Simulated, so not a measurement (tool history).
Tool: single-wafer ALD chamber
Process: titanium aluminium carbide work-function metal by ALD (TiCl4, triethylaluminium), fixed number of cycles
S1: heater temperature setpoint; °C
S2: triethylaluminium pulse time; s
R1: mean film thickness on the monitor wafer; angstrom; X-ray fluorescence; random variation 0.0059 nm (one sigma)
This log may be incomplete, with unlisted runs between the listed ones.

Run 1, hour 0.0: S1 300 °C, S2 14.04 s. Result: R1 20.130 angstrom.
Run 2, hour 4.4: S1 300 °C, S2 15.76 s. Result: R1 20.228 angstrom.
Run 3, hour 12.7: S1 302 °C, S2 15.98 s. Result: R1 20.362 angstrom.
Run 4, hour 16.8: S1 309 °C, S2 15.98 s. Result: R1 20.993 angstrom.
Run 5, hour 18.6: S1 310 °C, S2 16.10 s. Result: R1 21.021 angstrom.
Run 6, hour 25.1: S1 311 °C, S2 16.23 s. Result: R1 21.226 angstrom.
Run 7, hour 28.6: S1 312 °C, S2 16.32 s. Result: R1 21.275 angstrom.
Run 8, hour 31.6: S1 313 °C, S2 16.41 s. Result: R1 21.442 angstrom.

What does the tool deliver on the next run?
Run 9, hour 40.5: S1 314 °C, S2 16.47 s. Result: R1 ?.

{"run 9": {"R1": 21.399}}
